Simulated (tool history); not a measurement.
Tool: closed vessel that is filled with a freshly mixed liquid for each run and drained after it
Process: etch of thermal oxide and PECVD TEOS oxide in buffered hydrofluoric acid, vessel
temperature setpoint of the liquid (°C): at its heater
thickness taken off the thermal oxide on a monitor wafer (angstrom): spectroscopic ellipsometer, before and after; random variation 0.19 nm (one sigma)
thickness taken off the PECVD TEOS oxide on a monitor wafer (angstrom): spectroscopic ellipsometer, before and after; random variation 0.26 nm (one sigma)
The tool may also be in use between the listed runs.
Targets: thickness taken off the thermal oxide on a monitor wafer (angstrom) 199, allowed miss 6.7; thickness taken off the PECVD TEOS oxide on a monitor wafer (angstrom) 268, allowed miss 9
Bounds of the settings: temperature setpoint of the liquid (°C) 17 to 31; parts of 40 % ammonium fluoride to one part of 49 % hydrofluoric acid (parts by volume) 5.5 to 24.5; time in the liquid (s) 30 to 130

run    day  temperature setpoint of the liquid (°C)  parts of 40 % ammonium fluoride to one part of 49 % hydrofluoric acid (parts by volume)  time in the liquid (s)  thickness taken off the thermal oxide on a monitor wafer (angstrom)  thickness taken off the PECVD TEOS oxide on a monitor wafer (angstrom)
  1      0                                       23                                                                                       15                      65                                                               410.41                                                                  541.98
  2  0.171                                     21.5                                                                                     16.5                      65                                                               340.03                                                                   453.8
  3  0.208                                     19.5                                                                                     16.5                      65                                                               305.48                                                                  410.02
  4  0.542                                     22.5                                                                                     16.5                      65                                                               358.86                                                                   487.9
  5  0.638                                     20.5                                                                                     16.5                      65                                                               320.67                                                                  424.24
  6  0.854                                     19.5                                                                                     17.5                      65                                                               280.04                                                                   389.9
  7  0.904                                       19                                                                                       18                      60                                                               250.82                                                                   332.7
  8  1.162                                     18.5                                                                                     18.5                      60                                                               245.52                                                                  320.87
  9  1.229                                       18                                                                                     21.5                      60                                                               212.06                                                                  280.72

Which of these 4 next moves meets every target?
  A  1.296                                     17.5                                                                                     24.5                      70                                                                    ?                                                                       ?
  B  1.296                                     20.5                                                                                     21.5                      55                                                                    ?                                                                       ?
  C  1.296                                     20.5                                                                                       22                      50                                                                    ?                                                                       ?
  D  1.296                                       22                                                                                       22                      50                                                                    ?                                                                       ?

move  thickness taken off the thermal oxide on a monitor wafer (angstrom)  thickness taken off the PECVD TEOS oxide on a monitor wafer (angstrom)
   A                                                               218.09                                                                  286.78
   B                                                                222.3                                                                  292.32
   C                                                               198.91                                                                  261.56
   D                                                               216.28                                                                   284.4
A: further off than the last run
B: further off than the last run
C: meets every target
D: further off than the last run
Move C is the one to make.

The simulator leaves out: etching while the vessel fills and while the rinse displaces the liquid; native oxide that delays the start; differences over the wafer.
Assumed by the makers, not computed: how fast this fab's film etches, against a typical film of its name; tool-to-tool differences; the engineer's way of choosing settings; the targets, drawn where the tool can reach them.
